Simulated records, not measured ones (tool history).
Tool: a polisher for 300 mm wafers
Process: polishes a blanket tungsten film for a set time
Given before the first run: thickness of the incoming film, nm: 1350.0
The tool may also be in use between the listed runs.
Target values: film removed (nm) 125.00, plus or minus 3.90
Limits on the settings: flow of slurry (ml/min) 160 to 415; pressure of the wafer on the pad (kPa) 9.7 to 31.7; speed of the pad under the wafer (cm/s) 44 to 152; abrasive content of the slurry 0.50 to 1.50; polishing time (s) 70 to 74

run	hour	flow of slurry (ml/min)	pressure of the wafer on the pad (kPa)	speed of the pad under the wafer (cm/s)	abrasive content of the slurry	polishing time (s)	film removed (nm)
1	0.0	265	20.7	98	1.00	70	242.28
2	1.4	265	19.3	96	1.00	70	224.51
3	2.0	265	17.9	94	1.00	70	203.82
4	7.2	265	16.5	92	1.00	70	186.62
5	12.4	265	16.5	92	0.90	70	184.28
6	15.7	265	15.2	92	0.90	70	171.34
7	18.6	265	14.5	92	0.90	70	158.31
8	22.3	265	13.8	92	0.90	70	155.33
9	29.3	265	13.1	92	0.90	70	147.59
10	34.8	265	12.4	92	0.90	70	140.83

Consider the 4 candidate settings below. Which is the only one whose results all fall within their allowed miss of target?
A	40.3	230	10.3	104	1.10	70	?
B	40.3	235	12.4	76	1.00	71	?
C	40.3	255	12.4	84	0.85	70	?
D	40.3	250	11.7	90	0.85	74	?

move	film removed (nm)
A	136.10
B	119.54
C	127.73
D	136.39
A: nearer the targets than the last run, but a result is still out of spec
B: pushes the last run's worst result past its target
C: in spec on every target
D: nearer the targets than the last run, but a result is still out of spec
So the answer is move C, the one that meets all the targets.

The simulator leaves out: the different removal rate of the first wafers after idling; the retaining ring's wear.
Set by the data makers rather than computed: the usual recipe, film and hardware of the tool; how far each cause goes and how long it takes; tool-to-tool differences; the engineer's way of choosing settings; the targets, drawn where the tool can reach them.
